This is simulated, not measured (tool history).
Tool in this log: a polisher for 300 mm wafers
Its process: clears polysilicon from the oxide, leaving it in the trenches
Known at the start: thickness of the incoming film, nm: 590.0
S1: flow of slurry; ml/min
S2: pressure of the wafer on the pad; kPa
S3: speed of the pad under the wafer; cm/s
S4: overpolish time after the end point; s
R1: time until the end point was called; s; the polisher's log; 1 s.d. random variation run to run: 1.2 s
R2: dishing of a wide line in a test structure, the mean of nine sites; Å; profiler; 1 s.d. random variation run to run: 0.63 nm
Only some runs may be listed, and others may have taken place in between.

| run | day | S1 | S2 | S3 | S4 | R1 | R2 |
|---|---|---|---|---|---|---|---|
| 1 | 0.000 | 210 | 16.5 | 104 | 10 | 45.933 | 418.84 |
| 2 | 0.062 | 210 | 15.2 | 100 | 10 | 51.672 | 400.61 |
| 3 | 0.425 | 210 | 15.2 | 100 | 7 | 52.376 | 362.12 |
| 4 | 0.454 | 245 | 15.2 | 100 | 7 | 49.580 | 368.12 |
| 5 | 0.588 | 235 | 13.8 | 98 | 8 | 56.935 | 355.87 |
| 6 | 0.758 | 230 | 13.1 | 96 | 9 | 61.245 | 358.18 |
| 7 | 1.108 | 225 | 12.4 | 94 | 10 | 65.966 | 385.14 |
| 8 | 1.383 | 220 | 11.7 | 92 | 10 | 69.885 | 368.75 |
| 9 | 1.542 | 215 | 11.0 | 90 | 10 | 76.820 | 356.43 |

Expected results for the next run?
| 10 | 1.904 | 210 | 10.3 | 90 | 10 | ? | ? |

{"run 10": {"R1": 82.091, "R2": 343.89}}

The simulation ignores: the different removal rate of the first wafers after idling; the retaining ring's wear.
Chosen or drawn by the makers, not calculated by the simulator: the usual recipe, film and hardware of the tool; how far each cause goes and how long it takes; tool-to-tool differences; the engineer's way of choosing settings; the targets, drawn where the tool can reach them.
